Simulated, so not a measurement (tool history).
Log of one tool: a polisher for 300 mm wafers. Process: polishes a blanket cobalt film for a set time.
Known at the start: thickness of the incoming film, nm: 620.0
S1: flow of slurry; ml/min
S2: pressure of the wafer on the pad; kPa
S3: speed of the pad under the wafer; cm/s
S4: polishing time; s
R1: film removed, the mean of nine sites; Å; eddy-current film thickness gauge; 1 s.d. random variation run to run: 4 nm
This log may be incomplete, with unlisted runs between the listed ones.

run,hour,S1,S2,S3,S4,R1
1,0.0,305,9.0,120,41,2020.7
2,7.3,305,7.6,120,41,1696.6
3,11.4,305,7.6,110,41,1557.4
4,18.5,340,7.6,110,41,1619.8
5,19.7,340,7.6,130,41,1851.5
6,27.2,415,7.6,130,41,1857.0
7,29.8,415,10.3,134,41,2655.1
8,32.0,415,11.0,134,41,2780.6

Run 9 has not been measured yet. What should we expect?
9,33.1,415,11.7,134,41,?

{"run 9": {"R1": 3023.8}}

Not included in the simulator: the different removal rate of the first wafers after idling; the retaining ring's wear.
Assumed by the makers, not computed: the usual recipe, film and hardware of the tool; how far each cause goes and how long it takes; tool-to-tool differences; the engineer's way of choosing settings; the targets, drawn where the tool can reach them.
